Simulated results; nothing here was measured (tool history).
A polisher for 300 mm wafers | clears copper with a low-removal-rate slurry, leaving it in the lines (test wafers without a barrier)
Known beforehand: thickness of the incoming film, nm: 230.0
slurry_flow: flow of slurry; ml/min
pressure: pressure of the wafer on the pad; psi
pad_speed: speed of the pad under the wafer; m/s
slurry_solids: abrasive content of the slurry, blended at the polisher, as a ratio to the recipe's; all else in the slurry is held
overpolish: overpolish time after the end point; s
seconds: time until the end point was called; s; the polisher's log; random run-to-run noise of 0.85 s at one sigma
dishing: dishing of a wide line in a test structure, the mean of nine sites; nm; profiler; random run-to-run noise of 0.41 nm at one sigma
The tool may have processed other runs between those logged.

run,hour,slurry_flow,pressure,pad_speed,slurry_solids,overpolish,seconds,dishing
1,0,165,2.8,1.1,1,25,89.151,38.449
2,3.2,165,2.8,0.84,1,25,118.01,32.06
3,8.3,130,2.8,0.84,1,25,124.91,29.774
4,13.8,125,2.9,0.94,0.9,22,109.5,30.038
5,20.8,120,2.8,1.02,1,19,105.42,27.283
# hour 24: worn pad replaced by a new one
6,24,120,2.8,1.02,1,12,99.715,19.88
7,30.5,135,2.8,1.04,1.1,11,94.02,18.435

Estimate the outcome of run 8 from the log above:
8,31.7,145,2.9,1.04,1.1,11,?,?

seconds: 89.808 s
dishing: 19.544 nm
